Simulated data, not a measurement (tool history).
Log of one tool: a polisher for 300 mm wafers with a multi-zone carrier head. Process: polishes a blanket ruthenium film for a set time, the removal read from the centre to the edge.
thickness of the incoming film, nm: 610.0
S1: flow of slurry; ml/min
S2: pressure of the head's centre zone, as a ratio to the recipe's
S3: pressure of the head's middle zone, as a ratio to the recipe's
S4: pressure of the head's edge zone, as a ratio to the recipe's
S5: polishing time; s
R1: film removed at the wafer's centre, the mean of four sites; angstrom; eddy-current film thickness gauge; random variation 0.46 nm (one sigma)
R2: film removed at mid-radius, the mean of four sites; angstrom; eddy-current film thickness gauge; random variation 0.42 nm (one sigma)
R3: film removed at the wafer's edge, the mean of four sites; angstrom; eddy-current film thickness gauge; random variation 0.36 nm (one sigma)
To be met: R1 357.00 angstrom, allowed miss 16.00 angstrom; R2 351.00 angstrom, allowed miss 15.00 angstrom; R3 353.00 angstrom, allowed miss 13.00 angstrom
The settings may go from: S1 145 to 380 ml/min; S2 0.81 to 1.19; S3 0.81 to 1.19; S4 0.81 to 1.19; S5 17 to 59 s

{"run": 1, "hour": 0.0, "S1": 245, "S2": 1.0, "S3": 1.0, "S4": 1.0, "S5": 38, "R1": 443.33, "R2": 451.39, "R3": 450.75}
{"run": 2, "hour": 0.6, "S1": 245, "S2": 1.0, "S3": 1.0, "S4": 0.95, "S5": 38, "R1": 437.88, "R2": 443.9, "R3": 446.07}
{"run": 3, "hour": 6.2, "S1": 245, "S2": 1.01, "S3": 1.0, "S4": 0.94, "S5": 35, "R1": 423.36, "R2": 407.18, "R3": 411.7}
{"run": 4, "hour": 9.7, "S1": 240, "S2": 1.0, "S3": 1.0, "S4": 0.93, "S5": 33, "R1": 385.25, "R2": 382.11, "R3": 383.78}
{"run": 5, "hour": 14.1, "S1": 240, "S2": 0.96, "S3": 1.0, "S4": 0.93, "S5": 33, "R1": 367.1, "R2": 382.27, "R3": 383.06}
{"run": 6, "hour": 20.5, "S1": 235, "S2": 0.97, "S3": 1.0, "S4": 0.9, "S5": 32, "R1": 362.57, "R2": 366.36, "R3": 366.29}
{"run": 7, "hour": 28.9, "S1": 230, "S2": 0.97, "S3": 1.0, "S4": 0.89, "S5": 32, "R1": 362.18, "R2": 369.66, "R3": 366.17}
{"run": 8, "hour": 37.3, "S1": 230, "S2": 0.97, "S3": 1.0, "S4": 0.89, "S5": 32, "R1": 363.19, "R2": 368.33, "R3": 356.86}

Which of these 4 next moves meets every target?
{"run": "A", "hour": 45.7, "S1": 190, "S2": 0.99, "S3": 1.05, "S4": 0.87, "S5": 33, "R1": "?", "R2": "?", "R3": "?"}
{"run": "B", "hour": 45.7, "S1": 190, "S2": 1.02, "S3": 1.1, "S4": 0.81, "S5": 32, "R1": "?", "R2": "?", "R3": "?"}
{"run": "C", "hour": 45.7, "S1": 175, "S2": 1.02, "S3": 1.01, "S4": 0.89, "S5": 32, "R1": "?", "R2": "?", "R3": "?"}
{"run": "D", "hour": 45.7, "S1": 230, "S2": 0.98, "S3": 1.01, "S4": 0.88, "S5": 33, "R1": "?", "R2": "?", "R3": "?"}

move=A R1=371.44 R2=377.82 R3=365.28
move=B R1=371.32 R2=381.18 R3=342.93
move=C R1=364.77 R2=349.06 R3=354.11
move=D R1=380.14 R2=376.75 R3=375.67
A: further off than the last run
B: further off than the last run
C: meets every target
D: further off than the last run
The right move is C.

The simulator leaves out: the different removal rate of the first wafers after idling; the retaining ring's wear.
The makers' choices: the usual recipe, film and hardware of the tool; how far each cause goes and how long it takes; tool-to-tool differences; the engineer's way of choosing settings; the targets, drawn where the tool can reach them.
